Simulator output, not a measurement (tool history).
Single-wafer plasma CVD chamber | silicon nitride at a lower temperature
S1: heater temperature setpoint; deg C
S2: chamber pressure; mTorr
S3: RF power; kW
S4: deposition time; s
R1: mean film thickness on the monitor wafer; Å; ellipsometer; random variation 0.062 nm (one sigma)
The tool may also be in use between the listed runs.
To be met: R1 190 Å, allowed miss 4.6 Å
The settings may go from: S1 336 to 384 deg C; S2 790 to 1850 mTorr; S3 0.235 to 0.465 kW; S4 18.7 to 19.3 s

run	day	S1	S2	S3	S4	R1
1	0	360	1320	0.35	18.7	231.02
2	0.025	360	1220	0.335	18.7	222.21
3	0.212	360	1020	0.335	18.7	210.03
4	0.325	360	1020	0.335	18.7	211.65
5	0.562	360	1020	0.335	18.7	211.66
# day 0.888: thermocouple changed; heater temperature recalibrated
6	0.888	360	970	0.325	18.7	206
7	1.233	360	930	0.315	18.7	199.83
8	1.462	360	900	0.31	18.7	196.88

4 next moves are on the table. One of them brings every result within its allowed miss. Which?
A	1.692	364	1170	0.275	19.3	?
B	1.692	359	860	0.3	18.7	?
C	1.692	366	930	0.31	19	?
D	1.692	366	840	0.325	19.3	?

move	R1
A	207.32
B	192.16
C	202.35
D	203.91
A: further off than the last run
B: meets every target
C: further off than the last run
D: further off than the last run
Answer: B
